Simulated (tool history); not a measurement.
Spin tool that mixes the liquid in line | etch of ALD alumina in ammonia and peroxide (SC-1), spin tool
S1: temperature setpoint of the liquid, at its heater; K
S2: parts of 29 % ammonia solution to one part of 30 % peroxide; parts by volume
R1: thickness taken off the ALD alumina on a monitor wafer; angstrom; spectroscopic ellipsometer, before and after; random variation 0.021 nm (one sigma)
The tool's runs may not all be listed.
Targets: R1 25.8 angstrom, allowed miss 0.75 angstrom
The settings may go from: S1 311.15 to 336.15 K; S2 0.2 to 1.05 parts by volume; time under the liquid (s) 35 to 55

{"run": 1, "hour": 0.0, "S1": 320.15, "S2": 0.55, "time under the liquid (s)": 55, "R1": 15.659}
{"run": 2, "hour": 5.7, "S1": 320.15, "S2": 0.55, "time under the liquid (s)": 35, "R1": 10.015}
{"run": 3, "hour": 10.1, "S1": 320.15, "S2": 0.55, "time under the liquid (s)": 35, "R1": 10.174}
{"run": 4, "hour": 11.8, "S1": 320.15, "S2": 0.55, "time under the liquid (s)": 35, "R1": 9.9226}
{"run": 5, "hour": 13.1, "S1": 320.15, "S2": 0.55, "time under the liquid (s)": 55, "R1": 15.393}
{"run": 6, "hour": 18.6, "S1": 320.15, "S2": 0.65, "time under the liquid (s)": 55, "R1": 15.853}
{"run": 7, "hour": 22.9, "S1": 321.65, "S2": 0.65, "time under the liquid (s)": 55, "R1": 17.314}
{"run": 8, "hour": 25.2, "S1": 322.65, "S2": 0.65, "time under the liquid (s)": 55, "R1": 18.11}
{"run": 9, "hour": 30.6, "S1": 323.65, "S2": 0.65, "time under the liquid (s)": 55, "R1": 19.164}
{"run": 10, "hour": 36.4, "S1": 324.15, "S2": 0.65, "time under the liquid (s)": 55, "R1": 19.707}
{"run": 11, "hour": 41.8, "S1": 324.65, "S2": 0.65, "time under the liquid (s)": 55, "R1": 20.657}
{"run": 12, "hour": 50.3, "S1": 325.15, "S2": 0.65, "time under the liquid (s)": 55, "R1": 21.072}
{"run": 13, "hour": 59.2, "S1": 325.65, "S2": 0.65, "time under the liquid (s)": 55, "R1": 21.777}
{"run": 14, "hour": 68.0, "S1": 326.15, "S2": 0.65, "time under the liquid (s)": 55, "R1": 22.402}
{"run": 15, "hour": 74.1, "S1": 326.65, "S2": 0.65, "time under the liquid (s)": 55, "R1": 22.763}

5 next moves are on the table. One of them brings every result within its allowed miss. Which?
{"run": "A", "hour": 80.2, "S1": 327.65, "S2": 0.55, "time under the liquid (s)": 55, "R1": "?"}
{"run": "B", "hour": 80.2, "S1": 325.65, "S2": 0.75, "time under the liquid (s)": 55, "R1": "?"}
{"run": "C", "hour": 80.2, "S1": 328.65, "S2": 0.7, "time under the liquid (s)": 55, "R1": "?"}
{"run": "D", "hour": 80.2, "S1": 329.65, "S2": 0.55, "time under the liquid (s)": 50, "R1": "?"}
{"run": "E", "hour": 80.2, "S1": 327.15, "S2": 0.7, "time under the liquid (s)": 55, "R1": "?"}

move=A R1=23.723
move=B R1=21.946
move=C R1=25.598
move=D R1=23.976
move=E R1=23.634
A: nearer than the last run, and not there yet
B: further off than the last run
C: meets every target
D: nearer than the last run, and not there yet
E: nearer than the last run, and not there yet
Answer: C

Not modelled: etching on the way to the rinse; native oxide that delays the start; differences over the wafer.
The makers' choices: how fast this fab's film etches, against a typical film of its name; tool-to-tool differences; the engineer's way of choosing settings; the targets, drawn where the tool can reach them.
